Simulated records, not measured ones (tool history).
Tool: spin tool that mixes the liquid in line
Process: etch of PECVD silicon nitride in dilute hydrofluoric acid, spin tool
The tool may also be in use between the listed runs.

run,day,temperature setpoint of the liquid (°C),parts of water to one part of 49 % hydrofluoric acid (parts by volume),time under the liquid (s),thickness taken off the PECVD silicon nitride on a monitor wafer (angstrom)
1,0,25,80,70,41.976
2,0.029,25,80,70,41.915
3,0.246,27,70,70,54.764
4,0.471,28.5,60,70,70.37
5,0.842,29.5,55,70,81.741
6,1.217,30.5,50,70,95.29
7,1.417,31,45,70,109.34
8,1.775,31.5,45,70,113.06
9,1.988,33,35,70,160.43
10,2.138,32.5,35,70,154.97
11,2.308,32.5,35,70,155.56
12,2.608,32,35,70,149.6

Run 13 comes next. What will it give?
13,2.946,32,35,70,?

thickness taken off the PECVD silicon nitride on a monitor wafer (angstrom): 149.91
